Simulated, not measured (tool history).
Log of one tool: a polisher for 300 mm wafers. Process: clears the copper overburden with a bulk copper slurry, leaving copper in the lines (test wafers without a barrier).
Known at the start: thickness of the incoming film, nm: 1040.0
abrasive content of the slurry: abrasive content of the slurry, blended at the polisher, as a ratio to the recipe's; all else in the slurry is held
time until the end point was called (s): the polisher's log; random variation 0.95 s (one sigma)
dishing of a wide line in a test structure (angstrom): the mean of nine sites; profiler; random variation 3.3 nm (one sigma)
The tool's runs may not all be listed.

run	hour	flow of slurry (ml/min)	pressure of the wafer on the pad (kPa)	speed of the pad under the wafer (m/s)	abrasive content of the slurry	overpolish time after the end point (s)	time until the end point was called (s)	dishing of a wide line in a test structure (angstrom)
1	0.0	220	23.4	1.00	1.0	26	96.959	1279.9
2	1.1	220	23.4	1.00	1.0	37	96.965	1555.6
3	9.4	220	23.4	1.00	1.1	37	94.271	1525.9
4	17.6	220	23.4	0.90	1.1	37	103.700	1459.4
5	19.8	220	25.5	0.90	1.1	35	95.275	1507.5
6	21.3	220	28.3	0.90	1.1	35	86.207	1596.3
7	28.4	220	29.6	0.90	1.1	34	84.005	1677.3
8	36.1	220	30.3	0.90	1.1	32	82.942	1603.0

The next listed run, before its measurement:
9	38.1	220	31.0	0.90	1.1	31	?	?

Run 9 gave time until the end point was called (s) 78.531, dishing of a wide line in a test structure (angstrom) 1582.8.

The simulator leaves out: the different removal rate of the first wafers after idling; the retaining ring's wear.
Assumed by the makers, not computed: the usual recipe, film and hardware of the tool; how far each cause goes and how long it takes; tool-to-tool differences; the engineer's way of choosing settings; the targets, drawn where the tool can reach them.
